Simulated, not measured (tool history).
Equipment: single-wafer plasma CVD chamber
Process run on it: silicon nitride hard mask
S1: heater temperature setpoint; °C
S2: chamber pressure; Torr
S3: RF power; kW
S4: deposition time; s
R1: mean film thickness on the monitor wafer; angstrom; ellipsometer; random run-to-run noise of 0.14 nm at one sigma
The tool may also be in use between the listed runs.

run  hour   S1    S2     S3    S4      R1
  1   0.0  385  1.15  0.270  39.3  342.76
  2   7.2  385  1.15  0.245  39.3  318.08
  3  15.9  385  1.15  0.215  39.3  283.15
  4  23.3  385  1.08  0.215  39.3  278.50
  5  29.1  385  1.08  0.215  40.5  289.27
  6  32.5  385  1.20  0.225  40.5  306.61
  7  38.3  385  1.29  0.235  40.5  325.59
  8  41.3  385  1.36  0.240  40.5  333.27
  9  47.4  385  1.41  0.245  40.5  344.93
 10  48.7  385  1.45  0.250  40.5  350.80
 11  54.9  385  1.48  0.255  40.5  357.60
 12  56.7  385  1.51  0.260  40.5  367.09
 13  63.6  385  1.53  0.260  40.5  366.04

The next listed run, before its measurement:
 14  66.9  385  1.55  0.260  40.5   ?

{"run 14": {"R1": 367.14}}
